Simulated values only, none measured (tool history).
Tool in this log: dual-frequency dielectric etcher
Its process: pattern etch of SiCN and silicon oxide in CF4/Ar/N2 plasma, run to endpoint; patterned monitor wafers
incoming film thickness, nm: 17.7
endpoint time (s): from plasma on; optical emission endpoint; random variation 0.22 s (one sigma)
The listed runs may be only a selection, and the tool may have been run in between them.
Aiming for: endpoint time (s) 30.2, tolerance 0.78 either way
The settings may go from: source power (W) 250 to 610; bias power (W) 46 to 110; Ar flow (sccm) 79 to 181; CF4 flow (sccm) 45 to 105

Run 1, hour 0: source power (W) 430, bias power (W) 78, Ar flow (sccm) 130, CF4 flow (sccm) 75. Result: endpoint time (s) 20.582.
Run 2, hour 4.1: source power (W) 400, bias power (W) 77, Ar flow (sccm) 131, CF4 flow (sccm) 75. Result: endpoint time (s) 21.767.
Run 3, hour 10.2: source power (W) 340, bias power (W) 77, Ar flow (sccm) 131, CF4 flow (sccm) 75. Result: endpoint time (s) 24.296.
Run 4, hour 11: source power (W) 340, bias power (W) 77, Ar flow (sccm) 110, CF4 flow (sccm) 75. Result: endpoint time (s) 24.046.
Run 5, hour 17.5: source power (W) 330, bias power (W) 75, Ar flow (sccm) 111, CF4 flow (sccm) 74. Result: endpoint time (s) 24.729.
Run 6, hour 20: source power (W) 320, bias power (W) 73, Ar flow (sccm) 112, CF4 flow (sccm) 73. Result: endpoint time (s) 25.434.
Run 7, hour 26.5: source power (W) 310, bias power (W) 72, Ar flow (sccm) 113, CF4 flow (sccm) 73. Result: endpoint time (s) 26.261.
Run 8, hour 27.9: source power (W) 300, bias power (W) 71, Ar flow (sccm) 113, CF4 flow (sccm) 73. Result: endpoint time (s) 27.315.
Run 9, hour 30.3: source power (W) 290, bias power (W) 71, Ar flow (sccm) 113, CF4 flow (sccm) 73. Result: endpoint time (s) 27.905.
Run 10, hour 37: source power (W) 280, bias power (W) 71, Ar flow (sccm) 113, CF4 flow (sccm) 73. Result: endpoint time (s) 28.407.

Which of these 4 next moves meets every target?
Run A, hour 43.7: source power (W) 290, bias power (W) 81, Ar flow (sccm) 124, CF4 flow (sccm) 65. Result: endpoint time (s) ?.
Run B, hour 43.7: source power (W) 280, bias power (W) 65, Ar flow (sccm) 112, CF4 flow (sccm) 66. Result: endpoint time (s) ?.
Run C, hour 43.7: source power (W) 250, bias power (W) 65, Ar flow (sccm) 116, CF4 flow (sccm) 83. Result: endpoint time (s) ?.
Run D, hour 43.7: source power (W) 270, bias power (W) 61, Ar flow (sccm) 113, CF4 flow (sccm) 58. Result: endpoint time (s) ?.

move  endpoint time (s)
   A                 27
   B             29.884
   C             31.378
   D             32.055
A: further off than the last run
B: meets every target
C: moves the result that the last run missed by most past its target, out the other side
D: moves the result that the last run missed by most past its target, out the other side
Go with B: it meets all targets.
